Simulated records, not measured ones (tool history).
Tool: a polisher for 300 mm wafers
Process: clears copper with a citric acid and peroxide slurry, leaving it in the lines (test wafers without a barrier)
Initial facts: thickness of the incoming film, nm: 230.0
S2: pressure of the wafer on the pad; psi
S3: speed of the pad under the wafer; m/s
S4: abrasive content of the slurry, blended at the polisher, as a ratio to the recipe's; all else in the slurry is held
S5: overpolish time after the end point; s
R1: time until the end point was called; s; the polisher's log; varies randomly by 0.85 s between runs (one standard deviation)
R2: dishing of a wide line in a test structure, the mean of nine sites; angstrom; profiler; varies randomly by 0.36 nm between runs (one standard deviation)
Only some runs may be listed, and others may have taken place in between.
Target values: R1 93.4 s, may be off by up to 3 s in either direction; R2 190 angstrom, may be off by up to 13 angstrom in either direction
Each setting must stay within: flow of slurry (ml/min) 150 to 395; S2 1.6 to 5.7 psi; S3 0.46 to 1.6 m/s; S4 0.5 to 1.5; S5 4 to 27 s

run 1 hour=0 | flow_of_slurry_(ml/min)=250 S2=3.6 S3=1.02 S4=1 S5=14 | R1=78.372 R2=246.6
run 2 hour=4.4 | flow_of_slurry_(ml/min)=250 S2=3.6 S3=0.88 S4=1 S5=14 | R1=84.867 R2=228.45
run 3 hour=10.9 | flow_of_slurry_(ml/min)=250 S2=3.5 S3=0.88 S4=1 S5=14 | R1=89.646 R2=230.49
run 4 hour=16.5 | flow_of_slurry_(ml/min)=250 S2=3.5 S3=0.88 S4=1 S5=13 | R1=89.444 R2=214.55
run 5 hour=21.5 | flow_of_slurry_(ml/min)=250 S2=3.5 S3=0.88 S4=0.9 S5=13 | R1=91.236 R2=205.32
run 6 hour=30.6 | flow_of_slurry_(ml/min)=250 S2=3.5 S3=0.88 S4=0.9 S5=18 | R1=90.555 R2=272.65
run 7 hour=35.2 | flow_of_slurry_(ml/min)=250 S2=3.5 S3=0.88 S4=0.85 S5=16 | R1=90.244 R2=244.33
run 8 hour=36.9 | flow_of_slurry_(ml/min)=245 S2=3.5 S3=0.88 S4=0.85 S5=15 | R1=91.316 R2=235.4
run 9 hour=44.2 | flow_of_slurry_(ml/min)=250 S2=3.5 S3=0.88 S4=0.85 S5=14 | R1=91.65 R2=227.63
run 10 hour=48.7 | flow_of_slurry_(ml/min)=250 S2=3.5 S3=0.88 S4=0.85 S5=13 | R1=90.149 R2=207.86

Pick the move, out of 5, that brings all results within their allowed miss; only one does.
run A hour=53.2 | flow_of_slurry_(ml/min)=245 S2=3.7 S3=0.84 S4=0.9 S5=11 | R1=? R2=?
run B hour=53.2 | flow_of_slurry_(ml/min)=230 S2=2.7 S3=1.18 S4=0.75 S5=13 | R1=? R2=?
run C hour=53.2 | flow_of_slurry_(ml/min)=275 S2=2.8 S3=1.16 S4=0.7 S5=13 | R1=? R2=?
run D hour=53.2 | flow_of_slurry_(ml/min)=260 S2=3.2 S3=0.98 S4=0.9 S5=14 | R1=? R2=?
run E hour=53.2 | flow_of_slurry_(ml/min)=225 S2=3.5 S3=0.86 S4=0.9 S5=12 | R1=? R2=?

move=A R1=87.786 R2=187.02
move=B R1=101.77 R2=188.43
move=C R1=98.699 R2=193.54
move=D R1=92.112 R2=218.8
move=E R1=92.327 R2=192.65
A: the furthest-off result lands on target, but another misses its tolerance
B: the furthest-off result lands on target, but another misses its tolerance
C: the furthest-off result lands on target, but another misses its tolerance
D: moves away from the targets compared with the last run
E: in spec on every target
Move E is the one to make.

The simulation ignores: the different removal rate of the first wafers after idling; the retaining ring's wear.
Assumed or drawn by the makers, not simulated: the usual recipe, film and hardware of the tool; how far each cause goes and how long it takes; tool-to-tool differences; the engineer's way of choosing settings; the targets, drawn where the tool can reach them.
